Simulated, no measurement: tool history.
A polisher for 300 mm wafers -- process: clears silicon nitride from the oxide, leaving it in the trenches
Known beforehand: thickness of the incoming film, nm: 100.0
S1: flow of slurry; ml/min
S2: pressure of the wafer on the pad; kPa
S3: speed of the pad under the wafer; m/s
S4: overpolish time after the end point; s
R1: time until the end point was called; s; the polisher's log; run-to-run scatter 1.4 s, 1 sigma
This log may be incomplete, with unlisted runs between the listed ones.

run	hour	S1	S2	S3	S4	R1
1	0.0	215	22.8	0.78	35	146.27
2	3.9	215	24.1	0.78	35	138.50
3	6.0	215	24.8	0.78	35	134.92
4	10.3	215	25.5	0.78	35	134.07
5	11.6	255	25.5	0.78	35	127.40
6	15.3	255	20.0	0.78	35	164.01

Estimate the outcome of run 7 from the log above:
7	17.6	255	22.1	0.78	35	?

Run 7 measured R1 147.82 s.
